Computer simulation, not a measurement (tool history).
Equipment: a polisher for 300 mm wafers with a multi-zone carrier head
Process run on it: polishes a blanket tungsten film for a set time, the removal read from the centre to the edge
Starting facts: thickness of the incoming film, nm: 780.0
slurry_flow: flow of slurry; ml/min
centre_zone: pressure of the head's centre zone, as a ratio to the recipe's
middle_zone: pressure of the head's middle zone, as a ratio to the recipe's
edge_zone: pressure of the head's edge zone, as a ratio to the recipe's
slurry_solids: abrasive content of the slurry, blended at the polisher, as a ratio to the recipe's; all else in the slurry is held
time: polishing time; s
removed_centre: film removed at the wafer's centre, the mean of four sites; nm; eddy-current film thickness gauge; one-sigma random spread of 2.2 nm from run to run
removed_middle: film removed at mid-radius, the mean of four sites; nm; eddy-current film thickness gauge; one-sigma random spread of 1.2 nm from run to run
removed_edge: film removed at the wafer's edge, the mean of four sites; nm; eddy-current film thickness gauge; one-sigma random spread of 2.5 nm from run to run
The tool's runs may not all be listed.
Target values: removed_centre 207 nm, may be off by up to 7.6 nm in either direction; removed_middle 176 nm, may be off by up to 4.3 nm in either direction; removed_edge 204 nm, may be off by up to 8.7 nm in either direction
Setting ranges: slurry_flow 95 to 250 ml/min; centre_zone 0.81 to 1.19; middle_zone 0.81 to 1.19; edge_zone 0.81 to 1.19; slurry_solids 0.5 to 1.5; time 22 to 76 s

run 1 hour=0 | slurry_flow=160 centre_zone=1 middle_zone=1 edge_zone=1 slurry_solids=1 time=49 | removed_centre=153.12 removed_middle=150.15 removed_edge=156.63
run 2 hour=0.7 | slurry_flow=160 centre_zone=1 middle_zone=0.96 edge_zone=1 slurry_solids=1 time=49 | removed_centre=152.05 removed_middle=142.97 removed_edge=157.33
run 3 hour=4.2 | slurry_flow=175 centre_zone=1.03 middle_zone=0.97 edge_zone=1.05 slurry_solids=1.15 time=49 | removed_centre=165.12 removed_middle=152.26 removed_edge=167.44
run 4 hour=9.7 | slurry_flow=185 centre_zone=1.05 middle_zone=0.97 edge_zone=1.09 slurry_solids=1.25 time=50 | removed_centre=174.14 removed_middle=159.66 removed_edge=177.88
run 5 hour=14.6 | slurry_flow=195 centre_zone=1.07 middle_zone=0.97 edge_zone=1.12 slurry_solids=1.35 time=51 | removed_centre=186.8 removed_middle=167.78 removed_edge=187.18
run 6 hour=23.1 | slurry_flow=205 centre_zone=1.08 middle_zone=0.96 edge_zone=1.14 slurry_solids=1.4 time=51 | removed_centre=191.38 removed_middle=166.05 removed_edge=190.96
run 7 hour=26 | slurry_flow=210 centre_zone=1.09 middle_zone=0.96 edge_zone=1.15 slurry_solids=1.45 time=51 | removed_centre=194.69 removed_middle=169.71 removed_edge=192.6
run 8 hour=30.5 | slurry_flow=215 centre_zone=1.1 middle_zone=0.96 edge_zone=1.16 slurry_solids=1.45 time=51 | removed_centre=201.97 removed_middle=170.87 removed_edge=195.7
run 9 hour=39 | slurry_flow=220 centre_zone=1.1 middle_zone=0.96 edge_zone=1.17 slurry_solids=1.45 time=51 | removed_centre=202.25 removed_middle=171.55 removed_edge=203.2

Exercise: of the 5 proposed moves below, exactly one satisfies all targets within the stated allowed misses. Which move is it?
run A hour=47.5 | slurry_flow=250 centre_zone=1.12 middle_zone=0.96 edge_zone=1.16 slurry_solids=1.5 time=47 | removed_centre=? removed_middle=? removed_edge=?
run B hour=47.5 | slurry_flow=215 centre_zone=1.07 middle_zone=1.02 edge_zone=1.04 slurry_solids=1.5 time=50 | removed_centre=? removed_middle=? removed_edge=?
run C hour=47.5 | slurry_flow=190 centre_zone=1.1 middle_zone=1.07 edge_zone=1.05 slurry_solids=1.5 time=49 | removed_centre=? removed_middle=? removed_edge=?
run D hour=47.5 | slurry_flow=235 centre_zone=1.1 middle_zone=0.86 edge_zone=1 slurry_solids=1.5 time=52 | removed_centre=? removed_middle=? removed_edge=?
run E hour=47.5 | slurry_flow=215 centre_zone=1.13 middle_zone=0.98 edge_zone=1.18 slurry_solids=1.35 time=53 | removed_centre=? removed_middle=? removed_edge=?

move=A removed_centre=192.5 removed_middle=160.83 removed_edge=185.81
move=B removed_centre=191.58 removed_middle=174.42 removed_edge=184.1
move=C removed_centre=189.33 removed_middle=173.09 removed_edge=178.84
move=D removed_centre=207.32 removed_middle=165.4 removed_edge=189.67
move=E removed_centre=209.23 removed_middle=175.81 removed_edge=203.31
A: moves away from the targets compared with the last run
B: corrects the largest miss of the last run, while another result sits out of spec
C: corrects the largest miss of the last run, while another result sits out of spec
D: moves away from the targets compared with the last run
E: every result lands within tolerance
The move that meets every target is E.
